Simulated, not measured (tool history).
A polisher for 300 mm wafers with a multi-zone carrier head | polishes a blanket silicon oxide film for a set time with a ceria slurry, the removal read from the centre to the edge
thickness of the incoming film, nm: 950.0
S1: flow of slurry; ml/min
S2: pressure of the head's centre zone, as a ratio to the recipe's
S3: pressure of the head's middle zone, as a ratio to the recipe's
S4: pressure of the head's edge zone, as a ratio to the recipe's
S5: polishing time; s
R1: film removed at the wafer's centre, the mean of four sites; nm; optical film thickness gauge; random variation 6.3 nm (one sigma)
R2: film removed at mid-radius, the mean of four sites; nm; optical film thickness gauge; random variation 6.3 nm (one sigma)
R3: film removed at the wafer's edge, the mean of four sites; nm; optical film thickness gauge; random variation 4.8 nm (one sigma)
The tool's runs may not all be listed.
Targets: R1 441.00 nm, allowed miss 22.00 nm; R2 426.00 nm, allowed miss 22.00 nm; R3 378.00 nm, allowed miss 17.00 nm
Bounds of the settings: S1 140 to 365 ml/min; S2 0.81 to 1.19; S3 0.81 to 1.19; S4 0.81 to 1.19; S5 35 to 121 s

run	hour	S1	S2	S3	S4	S5	R1	R2	R3
1	0.0	235	1.00	1.00	1.00	78	269.69	270.60	277.43
2	8.5	235	0.95	1.00	1.00	78	261.30	277.36	274.20
3	13.8	240	0.97	1.02	0.98	81	277.92	291.66	284.49
4	19.7	240	0.91	1.02	0.98	81	259.81	289.00	283.77
5	25.5	245	0.94	1.03	0.98	83	276.20	303.00	292.62
6	32.5	245	0.94	1.08	0.98	83	273.31	311.32	293.91
7	36.6	250	0.96	1.09	0.97	85	288.12	330.16	295.43
8	42.6	250	0.98	1.09	0.97	87	308.96	338.36	308.06
9	49.4	250	1.00	1.10	0.98	88	310.95	338.04	306.52

Which of these 5 next moves meets every target?
A	56.2	230	0.93	1.16	0.96	77	?	?	?
B	56.2	220	1.04	1.06	0.93	68	?	?	?
C	56.2	210	1.03	1.09	0.89	121	?	?	?
D	56.2	265	1.12	1.10	0.92	109	?	?	?
E	56.2	250	1.03	1.11	0.94	109	?	?	?

move	R1	R2	R3
A	252.25	308.24	267.53
B	246.73	250.45	233.13
C	432.13	453.71	406.96
D	435.60	423.25	378.30
E	398.58	424.01	379.09
A: further off than the last run
B: further off than the last run
C: brings the result that was furthest off to its target, and leaves another outside
D: meets every target
E: nearer than the last run, and not there yet
The right move is D.
